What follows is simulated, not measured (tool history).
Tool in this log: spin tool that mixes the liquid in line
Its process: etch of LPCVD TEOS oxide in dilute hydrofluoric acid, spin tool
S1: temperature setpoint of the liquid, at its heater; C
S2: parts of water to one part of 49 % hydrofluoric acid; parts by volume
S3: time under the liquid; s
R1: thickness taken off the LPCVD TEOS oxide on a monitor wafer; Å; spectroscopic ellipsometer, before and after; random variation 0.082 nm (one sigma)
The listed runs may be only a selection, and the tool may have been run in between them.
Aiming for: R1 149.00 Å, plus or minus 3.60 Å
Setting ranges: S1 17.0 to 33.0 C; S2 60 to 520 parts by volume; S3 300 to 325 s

{"run": 1, "hour": 0.0, "S1": 25.0, "S2": 290, "S3": 300, "R1": 227.92}
{"run": 2, "hour": 6.8, "S1": 21.5, "S2": 290, "S3": 300, "R1": 201.34}
{"run": 3, "hour": 11.1, "S1": 21.5, "S2": 385, "S3": 300, "R1": 140.76}
{"run": 4, "hour": 16.9, "S1": 22.0, "S2": 385, "S3": 300, "R1": 142.83}
{"run": 5, "hour": 18.4, "S1": 19.0, "S2": 385, "S3": 300, "R1": 127.19}
{"run": 6, "hour": 20.7, "S1": 19.0, "S2": 430, "S3": 300, "R1": 110.7}
{"run": 7, "hour": 22.0, "S1": 21.5, "S2": 430, "S3": 300, "R1": 120.77}
{"run": 8, "hour": 30.8, "S1": 25.5, "S2": 425, "S3": 300, "R1": 139.48}
{"run": 9, "hour": 36.1, "S1": 26.0, "S2": 425, "S3": 300, "R1": 141.34}
{"run": 10, "hour": 39.5, "S1": 26.5, "S2": 425, "S3": 300, "R1": 143.28}
{"run": 11, "hour": 48.2, "S1": 26.5, "S2": 425, "S3": 300, "R1": 144.62}

Which one of the following 5 next-run settings gets every result inside its allowed miss? There is exactly one.
{"run": "A", "hour": 56.9, "S1": 28.5, "S2": 455, "S3": 300, "R1": "?"}
{"run": "B", "hour": 56.9, "S1": 26.0, "S2": 435, "S3": 325, "R1": "?"}
{"run": "C", "hour": 56.9, "S1": 18.5, "S2": 365, "S3": 315, "R1": "?"}
{"run": "D", "hour": 56.9, "S1": 26.5, "S2": 465, "S3": 325, "R1": "?"}
{"run": "E", "hour": 56.9, "S1": 26.5, "S2": 430, "S3": 300, "R1": "?"}

move=A R1=139.74
move=B R1=149.38
move=C R1=142.42
move=D R1=138.16
move=E R1=142.34
A: misses by more than the last run did
B: in spec on every target
C: misses by more than the last run did
D: misses by more than the last run did
E: misses by more than the last run did
Move B is the one to make.

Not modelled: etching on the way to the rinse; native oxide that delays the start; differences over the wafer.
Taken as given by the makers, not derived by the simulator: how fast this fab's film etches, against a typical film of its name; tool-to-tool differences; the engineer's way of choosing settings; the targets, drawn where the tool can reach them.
